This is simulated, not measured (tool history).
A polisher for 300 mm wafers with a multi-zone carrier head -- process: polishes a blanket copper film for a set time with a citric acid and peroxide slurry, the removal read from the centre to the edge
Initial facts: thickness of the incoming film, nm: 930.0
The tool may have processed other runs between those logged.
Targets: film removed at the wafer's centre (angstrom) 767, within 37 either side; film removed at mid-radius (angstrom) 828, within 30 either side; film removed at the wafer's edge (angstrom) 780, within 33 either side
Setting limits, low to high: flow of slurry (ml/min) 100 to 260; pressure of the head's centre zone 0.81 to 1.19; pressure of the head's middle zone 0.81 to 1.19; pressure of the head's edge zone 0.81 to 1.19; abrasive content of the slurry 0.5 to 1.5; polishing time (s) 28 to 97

run	day	flow of slurry (ml/min)	pressure of the head's centre zone	pressure of the head's middle zone	pressure of the head's edge zone	abrasive content of the slurry	polishing time (s)	film removed at the wafer's centre (angstrom)	film removed at mid-radius (angstrom)	film removed at the wafer's edge (angstrom)
1	0	165	1	1	1	1	62	1219.4	1236	1218
2	0.279	165	1	1	1	1	49	949.41	985.87	955
3	0.367	165	1	1.08	1	1	49	954.63	1036.1	954.06
4	0.596	165	1	1.08	1	0.85	49	937.04	1014.9	928.03
5	0.921	155	0.98	1.05	0.98	0.75	48	840.63	933.5	878.44
6	0.95	155	0.98	1.02	0.98	0.75	48	866.23	906.73	878.11
7	1.067	155	0.98	1.02	0.98	0.75	48	864.29	904.19	876.04
8	1.412	150	0.97	1.02	0.95	0.7	48	803.26	876.6	849.35
9	1.492	150	0.97	1.02	0.95	0.7	48	811.85	882.18	832.82
10	1.808	140	0.97	1.01	0.94	0.7	48	792.31	869.11	825.62
# day 2.171: worn pad replaced by a new one
11	2.171	135	0.98	1	0.93	0.7	48	851.49	919.02	892.93
12	2.308	150	0.97	1	0.93	0.7	48	890.73	924.31	903.19
13	2.588	145	0.98	1.01	0.94	0.65	48	860.13	917.29	904.21

Next run, 5 choices. One meets every target within its allowed miss, the rest don't. Which?
A	2.867	135	0.85	0.98	0.97	0.5	47	?	?	?
B	2.867	145	1.02	1.02	1.04	0.5	59	?	?	?
C	2.867	110	1.05	0.81	1.16	0.5	56	?	?	?
D	2.867	220	1.1	1.16	0.86	1.05	38	?	?	?
E	2.867	150	0.95	1	0.87	1	39	?	?	?

move	film removed at the wafer's centre (angstrom)	film removed at mid-radius (angstrom)	film removed at the wafer's edge (angstrom)
A	669.09	810.14	817.51
B	1028.5	1068.1	1067
C	925.2	779.3	1011.9
D	921.05	979.38	797.24
E	748.38	820.84	776.14
A: nearer than the last run, and not there yet
B: misses by more than the last run did
C: misses by more than the last run did
D: corrects the largest miss of the last run, while another result sits out of spec
E: meets every target
Answer: E
